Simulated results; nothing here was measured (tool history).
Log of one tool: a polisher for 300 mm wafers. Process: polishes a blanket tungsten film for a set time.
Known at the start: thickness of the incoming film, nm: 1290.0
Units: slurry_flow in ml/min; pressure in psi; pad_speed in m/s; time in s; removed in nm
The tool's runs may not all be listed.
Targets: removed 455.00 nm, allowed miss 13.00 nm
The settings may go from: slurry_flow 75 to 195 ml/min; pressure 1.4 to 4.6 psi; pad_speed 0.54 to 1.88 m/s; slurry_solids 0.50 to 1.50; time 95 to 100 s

run	hour	slurry_flow	pressure	pad_speed	slurry_solids	time	removed
1	0.0	125	3.0	1.20	1.00	95	322.06
2	7.2	130	3.1	1.20	1.00	95	331.98
3	12.3	130	3.1	1.30	1.00	95	358.80
4	20.9	110	3.1	1.30	1.00	95	340.38
5	21.8	130	3.1	1.30	1.00	95	359.19
6	29.8	130	3.1	1.30	1.15	95	366.44
7	38.4	135	3.2	1.30	1.15	95	385.41
8	45.6	140	3.2	1.30	1.15	95	379.20
9	53.0	145	3.3	1.30	1.15	95	396.57
10	53.7	145	3.3	1.30	1.15	95	401.03
11	59.9	150	3.3	1.30	1.15	95	395.09
12	61.9	150	3.4	1.30	1.15	95	416.27

Which of these 4 next moves meets every target?
A	63.9	175	4.3	1.08	1.30	95	?
B	63.9	145	3.2	1.24	1.10	95	?
C	63.9	135	2.5	1.78	0.95	95	?
D	63.9	140	3.8	1.36	1.10	100	?

move	removed
A	450.86
B	360.59
C	380.98
D	484.30
A: meets every target
B: further off than the last run
C: further off than the last run
D: takes the result that was furthest off past its target
The right move is A.
